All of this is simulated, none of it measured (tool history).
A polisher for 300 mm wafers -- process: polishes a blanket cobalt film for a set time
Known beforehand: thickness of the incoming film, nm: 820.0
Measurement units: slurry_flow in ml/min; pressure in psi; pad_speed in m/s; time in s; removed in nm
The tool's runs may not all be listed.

run  hour  slurry_flow  pressure  pad_speed  time  removed
  1     0          300         2       0.84    71    311.2
  2   3.6          300       2.5       0.84    71   384.37
  3   5.7          300       2.3       0.84    71   348.38
  4   7.1          300       2.2       0.84    71   335.64
  5   7.8          300       2.2       0.84    75   359.65
  6   9.7          300         2       0.84    75   324.46

For run 7, what comes out?
  7  17.3          300       1.9       0.84    75        ?

{"run 7": {"removed": 312.77}}
